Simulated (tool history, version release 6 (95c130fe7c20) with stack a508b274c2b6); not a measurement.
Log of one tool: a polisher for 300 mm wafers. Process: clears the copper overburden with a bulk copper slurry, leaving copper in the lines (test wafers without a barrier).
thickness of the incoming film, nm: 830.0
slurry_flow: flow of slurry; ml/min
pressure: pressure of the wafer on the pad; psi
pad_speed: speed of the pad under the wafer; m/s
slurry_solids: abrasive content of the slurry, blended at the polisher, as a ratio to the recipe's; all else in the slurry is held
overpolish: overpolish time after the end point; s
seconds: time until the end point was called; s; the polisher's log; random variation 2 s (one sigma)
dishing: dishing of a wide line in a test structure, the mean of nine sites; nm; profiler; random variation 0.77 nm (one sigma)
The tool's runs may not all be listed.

run  hour  slurry_flow  pressure  pad_speed  slurry_solids  overpolish  seconds  dishing
  1   0.0          125       3.1       1.10           1.00          17   81.977   80.455
  2   5.1          125       3.1       1.10           1.20          17   80.449   82.320
  3   9.9          125       3.1       1.10           1.00          17   80.648   78.475
  4  11.6          105       3.1       1.10           1.00          17   86.034   79.468
  5  17.4          105       3.1       1.32           1.00          17   72.691   84.988
  6  20.8          125       3.1       1.32           1.00          17   69.453   88.079
  7  21.8          105       2.2       1.02           0.95           9  131.270   37.620

Forecast run 8:
  8  30.6          105       2.1       1.02           0.95          10        ?        ?

seconds: 136.780 s
dishing: 39.143 nm

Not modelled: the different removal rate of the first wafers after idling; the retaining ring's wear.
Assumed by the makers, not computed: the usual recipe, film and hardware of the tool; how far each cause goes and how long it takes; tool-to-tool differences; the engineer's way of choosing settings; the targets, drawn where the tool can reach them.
